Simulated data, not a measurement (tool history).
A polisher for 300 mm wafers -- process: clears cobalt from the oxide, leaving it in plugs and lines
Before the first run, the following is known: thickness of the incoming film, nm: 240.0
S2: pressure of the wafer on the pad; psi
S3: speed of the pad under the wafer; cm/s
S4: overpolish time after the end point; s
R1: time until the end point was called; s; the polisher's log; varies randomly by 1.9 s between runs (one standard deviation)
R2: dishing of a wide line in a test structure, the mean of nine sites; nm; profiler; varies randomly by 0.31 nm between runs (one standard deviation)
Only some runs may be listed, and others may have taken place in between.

Run 1, day 0: flow of slurry (ml/min) 160, S2 1.4 psi, S3 78 cm/s, S4 16 s. Result: R1 112.35 s, R2 32.074 nm.
Run 2, day 0.154: flow of slurry (ml/min) 185, S2 1.4 psi, S3 78 cm/s, S4 16 s. Result: R1 106.21 s, R2 32.563 nm.
Run 3, day 0.508: flow of slurry (ml/min) 200, S2 1.3 psi, S3 78 cm/s, S4 14 s. Result: R1 113.84 s, R2 26.482 nm.
Run 4, day 0.588: flow of slurry (ml/min) 200, S2 1 psi, S3 78 cm/s, S4 14 s. Result: R1 147.87 s, R2 22.671 nm.
Run 5, day 0.758: flow of slurry (ml/min) 165, S2 1 psi, S3 78 cm/s, S4 14 s. Result: R1 151.3 s, R2 22.527 nm.
Run 6, day 0.996: flow of slurry (ml/min) 165, S2 1 psi, S3 90 cm/s, S4 14 s. Result: R1 134.73 s, R2 25.335 nm.
Run 7, day 1.033: flow of slurry (ml/min) 165, S2 1 psi, S3 90 cm/s, S4 14 s. Result: R1 135.49 s, R2 25.404 nm.
Run 8, day 1.196: flow of slurry (ml/min) 185, S2 1.1 psi, S3 82 cm/s, S4 12 s. Result: R1 129.33 s, R2 21.667 nm.
Run 9, day 1.338: flow of slurry (ml/min) 195, S2 1.1 psi, S3 80 cm/s, S4 10 s. Result: R1 131.63 s, R2 18.595 nm.
At day 1.588: slurry nozzle cleaned.
Run 10, day 1.588: flow of slurry (ml/min) 205, S2 1.1 psi, S3 78 cm/s, S4 9 s. Result: R1 129.81 s, R2 17.916 nm.
Run 11, day 1.788: flow of slurry (ml/min) 215, S2 1.1 psi, S3 76 cm/s, S4 8 s. Result: R1 133.97 s, R2 15.603 nm.

For run 12, what comes out?
Run 12, day 2.079: flow of slurry (ml/min) 225, S2 1.1 psi, S3 76 cm/s, S4 7 s. Result: R1 ?, R2 ?.

{"run 12": {"R1": 130.3, "R2": 13.393}}

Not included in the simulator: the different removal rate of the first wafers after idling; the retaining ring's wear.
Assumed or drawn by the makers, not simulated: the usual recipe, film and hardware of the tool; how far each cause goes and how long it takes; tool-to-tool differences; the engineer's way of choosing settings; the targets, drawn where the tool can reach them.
